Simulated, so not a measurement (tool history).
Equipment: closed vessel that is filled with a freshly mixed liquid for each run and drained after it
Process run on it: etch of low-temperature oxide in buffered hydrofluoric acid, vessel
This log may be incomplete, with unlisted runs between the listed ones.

| run | hour | temperature setpoint of the liquid (K) | parts of 40 % ammonium fluoride to one part of 49 % hydrofluoric acid (parts by volume) | time in the liquid (s) | thickness taken off the low-temperature oxide on a monitor wafer (nm) |
|---|---|---|---|---|---|
| 1 | 0 | 294.15 | 23.5 | 30 | 25.429 |
| 2 | 0.6 | 294.15 | 30 | 30 | 21.941 |
| 3 | 9.6 | 294.15 | 30 | 30 | 22.246 |
| 4 | 17.1 | 292.15 | 30 | 30 | 19.349 |
| 5 | 18.9 | 294.15 | 30 | 30 | 21.671 |
| 6 | 21.5 | 297.15 | 30 | 30 | 25.684 |
| 7 | 30.4 | 298.65 | 24 | 30 | 32.591 |
| 8 | 31.9 | 299.65 | 20 | 30 | 39.585 |
| 9 | 36.6 | 300.15 | 18 | 30 | 44.837 |

Run 10 is up next; what results do you expect?
| 10 | 44.9 | 300.65 | 17 | 30 | ? |

thickness taken off the low-temperature oxide on a monitor wafer (nm): 49.125
